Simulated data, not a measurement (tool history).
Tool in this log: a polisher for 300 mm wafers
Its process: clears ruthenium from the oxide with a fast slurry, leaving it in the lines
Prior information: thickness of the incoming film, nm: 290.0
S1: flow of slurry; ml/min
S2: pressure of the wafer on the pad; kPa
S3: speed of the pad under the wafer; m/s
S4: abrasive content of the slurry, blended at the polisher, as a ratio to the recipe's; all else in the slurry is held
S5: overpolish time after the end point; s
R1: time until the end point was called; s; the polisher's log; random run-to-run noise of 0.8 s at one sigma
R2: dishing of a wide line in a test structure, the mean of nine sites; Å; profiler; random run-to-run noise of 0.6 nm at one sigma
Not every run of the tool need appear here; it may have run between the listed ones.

run 1 hour=0 | S1=235 S2=21.4 S3=1.2 S4=1 S5=24 | R1=40.988 R2=889.76
run 2 hour=4.8 | S1=235 S2=21.4 S3=1.2 S4=0.85 S5=24 | R1=44.596 R2=835.42
run 3 hour=10.7 | S1=235 S2=21.4 S3=1.2 S4=0.85 S5=17 | R1=44.603 R2=645.94
run 4 hour=15.4 | S1=235 S2=20 S3=1.2 S4=0.85 S5=16 | R1=47.209 R2=614.23
run 5 hour=23.1 | S1=290 S2=20 S3=1.2 S4=0.85 S5=16 | R1=44.929 R2=610.38
run 6 hour=30.4 | S1=235 S2=20 S3=1.2 S4=0.85 S5=16 | R1=47.187 R2=597.86

For run 7, what comes out?
run 7 hour=33.9 | S1=235 S2=18.6 S3=1.2 S4=0.85 S5=16 | R1=? R2=?

{"run 7": {"R1": 49.445, "R2": 575.09}}

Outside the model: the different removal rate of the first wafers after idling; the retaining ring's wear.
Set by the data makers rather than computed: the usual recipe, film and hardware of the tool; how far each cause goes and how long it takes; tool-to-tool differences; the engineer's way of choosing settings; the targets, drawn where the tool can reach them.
